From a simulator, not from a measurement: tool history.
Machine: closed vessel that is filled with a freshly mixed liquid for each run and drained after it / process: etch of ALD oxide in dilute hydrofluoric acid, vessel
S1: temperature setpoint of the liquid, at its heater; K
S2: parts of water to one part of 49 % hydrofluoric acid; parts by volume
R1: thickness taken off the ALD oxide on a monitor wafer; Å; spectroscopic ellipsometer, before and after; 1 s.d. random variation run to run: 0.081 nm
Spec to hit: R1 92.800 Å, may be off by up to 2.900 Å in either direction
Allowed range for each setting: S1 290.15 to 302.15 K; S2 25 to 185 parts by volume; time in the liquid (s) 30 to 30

run 1 hour=0.0 | S1=294.15 S2=105 time_in_the_liquid_(s)=30 | R1=41.928
run 2 hour=8.0 | S1=294.15 S2=125 time_in_the_liquid_(s)=30 | R1=33.916
run 3 hour=16.4 | S1=295.15 S2=115 time_in_the_liquid_(s)=30 | R1=39.254
run 4 hour=23.1 | S1=296.15 S2=105 time_in_the_liquid_(s)=30 | R1=44.691
run 5 hour=28.9 | S1=296.15 S2=80 time_in_the_liquid_(s)=30 | R1=61.181
run 6 hour=30.3 | S1=297.15 S2=75 time_in_the_liquid_(s)=30 | R1=67.620
-- hour=32.7 thermometer replaced
run 7 hour=32.7 | S1=301.15 S2=60 time_in_the_liquid_(s)=30 | R1=107.930
run 8 hour=35.3 | S1=300.65 S2=60 time_in_the_liquid_(s)=30 | R1=104.370
run 9 hour=36.4 | S1=300.15 S2=60 time_in_the_liquid_(s)=30 | R1=104.450
run 10 hour=41.4 | S1=299.65 S2=60 time_in_the_liquid_(s)=30 | R1=101.690
run 11 hour=42.0 | S1=298.65 S2=60 time_in_the_liquid_(s)=30 | R1=98.259
run 12 hour=46.3 | S1=298.65 S2=60 time_in_the_liquid_(s)=30 | R1=96.556

Pick the move, out of 5, that brings all results within their allowed miss; only one does.
run A hour=50.6 | S1=300.15 S2=70 time_in_the_liquid_(s)=30 | R1=?
run B hour=50.6 | S1=301.15 S2=65 time_in_the_liquid_(s)=30 | R1=?
run C hour=50.6 | S1=297.65 S2=55 time_in_the_liquid_(s)=30 | R1=?
run D hour=50.6 | S1=297.65 S2=60 time_in_the_liquid_(s)=30 | R1=?
run E hour=50.6 | S1=295.15 S2=50 time_in_the_liquid_(s)=30 | R1=?

move=A R1=87.300
move=B R1=98.486
move=C R1=102.560
move=D R1=93.394
move=E R1=102.410
A: carries the result that was furthest off beyond its target, to the other side
B: its largest miss is bigger than the last run's
C: its largest miss is bigger than the last run's
D: meets every target
E: its largest miss is bigger than the last run's
Answer: D
